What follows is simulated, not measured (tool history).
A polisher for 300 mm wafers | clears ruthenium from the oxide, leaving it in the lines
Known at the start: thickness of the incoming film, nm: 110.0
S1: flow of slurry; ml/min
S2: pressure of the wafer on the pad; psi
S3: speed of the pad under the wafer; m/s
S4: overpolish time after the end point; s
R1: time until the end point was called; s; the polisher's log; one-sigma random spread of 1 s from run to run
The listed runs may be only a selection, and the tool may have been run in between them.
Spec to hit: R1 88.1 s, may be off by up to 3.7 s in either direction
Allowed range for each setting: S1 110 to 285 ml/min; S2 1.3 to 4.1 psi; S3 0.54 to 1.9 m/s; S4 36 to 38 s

run  hour   S1   S2    S3  S4      R1
  1     0  180  2.7  1.22  36  58.649
  2   8.5  180  2.7  1.22  38  58.313
  3   9.8  200  2.7  1.22  38   57.51
  4  15.7  200  2.7  1.22  36  56.799
  5    24  195  2.5  1.22  36  61.372
  6  25.5  190  2.3  1.22  36  65.718
  7  34.4  190  2.2  1.22  36  67.362
  8  40.7  190  2.1  1.22  36  73.218
  9  48.5  185    2  1.22  36   75.27
 10  49.3  185  1.5   1.2  36  95.347

Exactly one of the 5 candidate moves below puts every result within its allowed miss. Which one?
  A  50.1  180  1.6  1.14  37   ?
  B  50.1  180  1.5  1.12  38   ?
  C  50.1  150    2  0.92  38   ?
  D  50.1  175  1.6  1.26  38   ?
  E  50.1  180  1.6  1.12  38   ?

move      R1
   A  95.496
   B  102.27
   C  100.88
   D  87.047
   E  97.146
A: neither nearer nor further off than the last run
B: lands further from the targets than the last run did
C: lands further from the targets than the last run did
D: hits every target within its allowed miss
E: lands further from the targets than the last run did
Go with D: it meets all targets.
